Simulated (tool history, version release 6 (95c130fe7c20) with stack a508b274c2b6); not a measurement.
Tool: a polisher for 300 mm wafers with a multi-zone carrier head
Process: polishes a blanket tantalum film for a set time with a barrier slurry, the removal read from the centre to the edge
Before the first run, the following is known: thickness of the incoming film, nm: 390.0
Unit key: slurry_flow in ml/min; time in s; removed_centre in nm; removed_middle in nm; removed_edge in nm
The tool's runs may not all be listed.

run    day  slurry_flow  centre_zone  middle_zone  edge_zone  slurry_solids  time  removed_centre  removed_middle  removed_edge
  1      0          150            1            1          1              1    64          111.84          113.39        117.18
  2  0.262          155         1.02         1.01       1.01           1.05    64           116.2          117.75        119.39
  3  0.529          155         1.02         1.06       1.01           1.05    64          116.93           120.6        119.21
  4  0.812          155         0.94         1.06       1.01           1.05    64          105.35          120.46        118.79
  5  1.008          160         0.97         1.07       1.02            1.1    64          113.22          125.15         124.9
     1.054  -- slurry nozzle cleaned
  6  1.054          165            1         1.08       1.02            1.1    64           131.8          138.47        130.82
  7  1.367          205         1.04         0.98          1           1.15    64          144.86           141.7        137.09

For run 8, what comes out?
  8  1.471          210         1.05         0.98          1           1.15    64               ?               ?             ?

Run 8 produced removed_centre 145.7 nm, removed_middle 138.23 nm, removed_edge 132.28 nm.

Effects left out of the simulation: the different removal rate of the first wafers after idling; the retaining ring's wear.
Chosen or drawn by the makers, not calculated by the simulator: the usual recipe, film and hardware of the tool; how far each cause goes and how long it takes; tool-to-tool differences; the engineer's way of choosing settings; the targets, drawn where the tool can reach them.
